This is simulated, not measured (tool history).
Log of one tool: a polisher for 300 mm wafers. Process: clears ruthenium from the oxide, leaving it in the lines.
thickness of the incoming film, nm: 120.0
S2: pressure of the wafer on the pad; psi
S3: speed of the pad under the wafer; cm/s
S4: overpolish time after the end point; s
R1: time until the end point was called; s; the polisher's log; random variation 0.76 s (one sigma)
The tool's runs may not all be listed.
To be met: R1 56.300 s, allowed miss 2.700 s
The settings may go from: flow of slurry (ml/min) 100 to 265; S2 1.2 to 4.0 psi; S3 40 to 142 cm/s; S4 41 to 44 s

run 1 hour=0.0 | flow_of_slurry_(ml/min)=170 S2=2.6 S3=90 S4=41 | R1=79.722
run 2 hour=1.5 | flow_of_slurry_(ml/min)=170 S2=2.7 S3=90 S4=41 | R1=77.203
run 3 hour=5.4 | flow_of_slurry_(ml/min)=190 S2=2.7 S3=90 S4=41 | R1=78.025
run 4 hour=6.1 | flow_of_slurry_(ml/min)=190 S2=2.1 S3=90 S4=41 | R1=96.965
run 5 hour=11.4 | flow_of_slurry_(ml/min)=190 S2=2.3 S3=90 S4=41 | R1=86.262
run 6 hour=15.4 | flow_of_slurry_(ml/min)=190 S2=2.3 S3=80 S4=41 | R1=98.753
run 7 hour=19.3 | flow_of_slurry_(ml/min)=190 S2=2.3 S3=80 S4=41 | R1=99.173
run 8 hour=20.2 | flow_of_slurry_(ml/min)=190 S2=2.5 S3=80 S4=41 | R1=90.297
run 9 hour=23.1 | flow_of_slurry_(ml/min)=195 S2=3.2 S3=84 S4=41 | R1=68.157
run 10 hour=28.4 | flow_of_slurry_(ml/min)=195 S2=3.3 S3=84 S4=41 | R1=67.512
run 11 hour=30.9 | flow_of_slurry_(ml/min)=195 S2=3.4 S3=84 S4=41 | R1=64.475
run 12 hour=31.6 | flow_of_slurry_(ml/min)=195 S2=3.4 S3=84 S4=41 | R1=64.200
run 13 hour=39.4 | flow_of_slurry_(ml/min)=195 S2=3.6 S3=84 S4=41 | R1=60.834

Which of these 5 next moves meets every target?
run A hour=47.2 | flow_of_slurry_(ml/min)=190 S2=2.7 S3=108 S4=41 | R1=?
run B hour=47.2 | flow_of_slurry_(ml/min)=165 S2=3.4 S3=92 S4=41 | R1=?
run C hour=47.2 | flow_of_slurry_(ml/min)=200 S2=3.2 S3=90 S4=41 | R1=?
run D hour=47.2 | flow_of_slurry_(ml/min)=160 S2=3.5 S3=80 S4=44 | R1=?
run E hour=47.2 | flow_of_slurry_(ml/min)=145 S2=3.5 S3=100 S4=44 | R1=?

move=A R1=63.796
move=B R1=59.884
move=C R1=63.194
move=D R1=66.066
move=E R1=55.078
A: further off than the last run
B: nearer than the last run, and not there yet
C: further off than the last run
D: further off than the last run
E: meets every target
Answer: E

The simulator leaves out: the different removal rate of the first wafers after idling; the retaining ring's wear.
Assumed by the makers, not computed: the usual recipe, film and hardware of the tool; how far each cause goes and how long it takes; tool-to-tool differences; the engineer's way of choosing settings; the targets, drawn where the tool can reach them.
